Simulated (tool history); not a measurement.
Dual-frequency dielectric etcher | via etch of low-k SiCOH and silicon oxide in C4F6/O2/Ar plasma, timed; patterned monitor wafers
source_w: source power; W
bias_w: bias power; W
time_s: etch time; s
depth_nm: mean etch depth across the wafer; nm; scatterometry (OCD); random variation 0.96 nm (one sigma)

{"run": 1, "hour": 0.0, "source_w": 330, "bias_w": 191, "time_s": 72, "depth_nm": 185.44}
{"run": 2, "hour": 6.4, "source_w": 350, "bias_w": 200, "time_s": 72.5, "depth_nm": 192.54}
{"run": 3, "hour": 14.1, "source_w": 350, "bias_w": 200, "time_s": 75.5, "depth_nm": 199.66}
{"run": 4, "hour": 17.8, "source_w": 350, "bias_w": 200, "time_s": 72, "depth_nm": 191.79}
{"run": 5, "hour": 22.2, "source_w": 390, "bias_w": 200, "time_s": 72, "depth_nm": 198.84}
{"run": 6, "hour": 25.9, "source_w": 420, "bias_w": 200, "time_s": 72, "depth_nm": 205.06}
{"run": 7, "hour": 28.3, "source_w": 430, "bias_w": 206, "time_s": 72.5, "depth_nm": 209.94}
{"run": 8, "hour": 36.5, "source_w": 430, "bias_w": 210, "time_s": 73, "depth_nm": 214.11}
{"run": 9, "hour": 37.4, "source_w": 430, "bias_w": 210, "time_s": 73, "depth_nm": 213.72}

The next listed run, before its measurement:
{"run": 10, "hour": 42.4, "source_w": 430, "bias_w": 212, "time_s": 73, "depth_nm": "?"}

depth_nm: 214.97 nm
